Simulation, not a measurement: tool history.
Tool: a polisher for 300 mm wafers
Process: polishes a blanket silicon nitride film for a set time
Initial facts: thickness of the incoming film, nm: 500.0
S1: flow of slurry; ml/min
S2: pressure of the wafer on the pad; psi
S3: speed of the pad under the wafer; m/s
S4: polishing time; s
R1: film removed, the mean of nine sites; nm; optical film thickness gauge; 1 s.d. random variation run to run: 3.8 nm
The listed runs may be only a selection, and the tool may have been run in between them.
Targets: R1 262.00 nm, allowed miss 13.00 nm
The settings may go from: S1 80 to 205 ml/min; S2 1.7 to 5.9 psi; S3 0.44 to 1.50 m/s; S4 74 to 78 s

{"run": 1, "day": 0.0, "S1": 135, "S2": 3.8, "S3": 0.96, "S4": 74, "R1": 154.32}
{"run": 2, "day": 0.254, "S1": 135, "S2": 3.8, "S3": 0.96, "S4": 74, "R1": 152.53}
{"run": 3, "day": 0.379, "S1": 135, "S2": 4.3, "S3": 0.98, "S4": 74, "R1": 177.82}
{"run": 4, "day": 0.729, "S1": 120, "S2": 4.3, "S3": 0.98, "S4": 74, "R1": 171.89}
{"run": 5, "day": 0.875, "S1": 145, "S2": 4.3, "S3": 0.98, "S4": 74, "R1": 175.5}
{"run": 6, "day": 1.0, "S1": 145, "S2": 4.3, "S3": 0.98, "S4": 74, "R1": 174.72}
{"run": 7, "day": 1.242, "S1": 145, "S2": 4.7, "S3": 1.0, "S4": 74, "R1": 195.02}
{"run": 8, "day": 1.433, "S1": 145, "S2": 5.0, "S3": 1.02, "S4": 74, "R1": 212.33}
{"run": 9, "day": 1.579, "S1": 145, "S2": 5.2, "S3": 1.02, "S4": 74, "R1": 222.42}
{"run": 10, "day": 1.679, "S1": 145, "S2": 5.4, "S3": 1.02, "S4": 74, "R1": 229.86}
{"run": 11, "day": 1.788, "S1": 145, "S2": 5.5, "S3": 1.02, "S4": 74, "R1": 236.59}

Which one of the following 5 next-run settings gets every result inside its allowed miss? There is exactly one.
{"run": "A", "day": 1.896, "S1": 155, "S2": 5.8, "S3": 0.78, "S4": 74, "R1": "?"}
{"run": "B", "day": 1.896, "S1": 145, "S2": 5.4, "S3": 0.96, "S4": 74, "R1": "?"}
{"run": "C", "day": 1.896, "S1": 160, "S2": 5.3, "S3": 1.1, "S4": 78, "R1": "?"}
{"run": "D", "day": 1.896, "S1": 155, "S2": 5.8, "S3": 0.82, "S4": 78, "R1": "?"}
{"run": "E", "day": 1.896, "S1": 180, "S2": 5.9, "S3": 1.08, "S4": 78, "R1": "?"}

move=A R1=201.54
move=B R1=219.13
move=C R1=257.48
move=D R1=221.10
move=E R1=287.29
A: further off than the last run
B: further off than the last run
C: hits every target within its allowed miss
D: further off than the last run
E: takes the result that was furthest off past its target
Move C is the one to make.

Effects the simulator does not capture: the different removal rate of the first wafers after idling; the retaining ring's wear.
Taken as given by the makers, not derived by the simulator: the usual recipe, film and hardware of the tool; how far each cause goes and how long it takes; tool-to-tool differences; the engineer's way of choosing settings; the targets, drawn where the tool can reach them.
